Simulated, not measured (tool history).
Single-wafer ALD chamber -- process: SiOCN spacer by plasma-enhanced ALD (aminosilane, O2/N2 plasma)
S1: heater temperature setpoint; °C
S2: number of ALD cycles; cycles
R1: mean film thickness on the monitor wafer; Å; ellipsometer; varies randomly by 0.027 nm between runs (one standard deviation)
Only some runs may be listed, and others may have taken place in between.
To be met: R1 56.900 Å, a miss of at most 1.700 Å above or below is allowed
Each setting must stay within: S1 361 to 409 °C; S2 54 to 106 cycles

| run | hour | S1 | S2 | R1 |
|---|---|---|---|---|
| 1 | 0.0 | 385 | 80 | 45.057 |
| 2 | 0.5 | 377 | 80 | 44.560 |
| 3 | 2.6 | 377 | 75 | 42.297 |
| 4 | 8.9 | 377 | 65 | 36.738 |
| 5 | 10.8 | 377 | 75 | 42.619 |
| 6 | 18.0 | 377 | 81 | 45.436 |
| 7 | 21.8 | 377 | 81 | 45.572 |
| 8 | 27.6 | 377 | 81 | 46.001 |
| 9 | 34.1 | 377 | 86 | 47.976 |
| 10 | 36.9 | 377 | 90 | 50.754 |
| 11 | 41.9 | 377 | 93 | 52.378 |
| 12 | 42.6 | 377 | 95 | 53.460 |
| 13 | 44.6 | 377 | 97 | 54.281 |
| 14 | 45.4 | 377 | 98 | 55.443 |

Which one of the following 5 next-run settings gets every result inside its allowed miss? There is exactly one.
| A | 46.2 | 361 | 95 | ? |
| B | 46.2 | 372 | 95 | ? |
| C | 46.2 | 388 | 101 | ? |
| D | 46.2 | 381 | 95 | ? |
| E | 46.2 | 393 | 93 | ? |

| move | R1 |
|---|---|
| A | 53.350 |
| B | 53.350 |
| C | 56.720 |
| D | 53.350 |
| E | 52.227 |
A: the biggest miss grows against the last run
B: the biggest miss grows against the last run
C: all results land within tolerance of their targets
D: the biggest miss grows against the last run
E: the biggest miss grows against the last run
So the answer is move C, the one that meets all the targets.
